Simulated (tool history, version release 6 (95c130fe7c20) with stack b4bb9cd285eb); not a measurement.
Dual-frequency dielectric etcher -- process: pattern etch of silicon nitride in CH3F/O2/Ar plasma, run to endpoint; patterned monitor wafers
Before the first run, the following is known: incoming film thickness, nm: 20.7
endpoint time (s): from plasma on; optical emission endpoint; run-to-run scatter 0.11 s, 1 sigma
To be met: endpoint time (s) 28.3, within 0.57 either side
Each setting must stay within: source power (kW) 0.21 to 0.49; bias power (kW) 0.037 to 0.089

Run 1, hour 0: source power (kW) 0.35, bias power (kW) 0.063. Result: endpoint time (s) 32.951.
Run 2, hour 7.1: source power (kW) 0.31, bias power (kW) 0.063. Result: endpoint time (s) 34.238.
Run 3, hour 12.2: source power (kW) 0.31, bias power (kW) 0.057. Result: endpoint time (s) 35.948.
Run 4, hour 17: source power (kW) 0.26, bias power (kW) 0.057. Result: endpoint time (s) 38.095.
Run 5, hour 20.7: source power (kW) 0.3, bias power (kW) 0.057. Result: endpoint time (s) 36.187.
Run 6, hour 27.4: source power (kW) 0.32, bias power (kW) 0.058. Result: endpoint time (s) 35.327.
Run 7, hour 36.5: source power (kW) 0.39, bias power (kW) 0.071. Result: endpoint time (s) 30.295.
Run 8, hour 39.4: source power (kW) 0.4, bias power (kW) 0.071. Result: endpoint time (s) 30.012.
Run 9, hour 44.9: source power (kW) 0.41, bias power (kW) 0.071. Result: endpoint time (s) 29.888.

Consider the 5 candidate settings below. Which is the only one whose results all fall within their allowed miss of target?
Run A, hour 50.4: source power (kW) 0.46, bias power (kW) 0.064. Result: endpoint time (s) ?.
Run B, hour 50.4: source power (kW) 0.49, bias power (kW) 0.062. Result: endpoint time (s) ?.
Run C, hour 50.4: source power (kW) 0.43, bias power (kW) 0.067. Result: endpoint time (s) ?.
Run D, hour 50.4: source power (kW) 0.49, bias power (kW) 0.078. Result: endpoint time (s) ?.
Run E, hour 50.4: source power (kW) 0.43, bias power (kW) 0.077. Result: endpoint time (s) ?.

move  endpoint time (s)
   A             29.957
   B             29.676
   C             30.102
   D             27.034
   E              28.43
A: neither nearer nor further off than the last run
B: an improvement on the last run, though not all results are within tolerance
C: lands further from the targets than the last run did
D: takes the result that was furthest off past its target
E: each result inside its tolerance
Answer: E
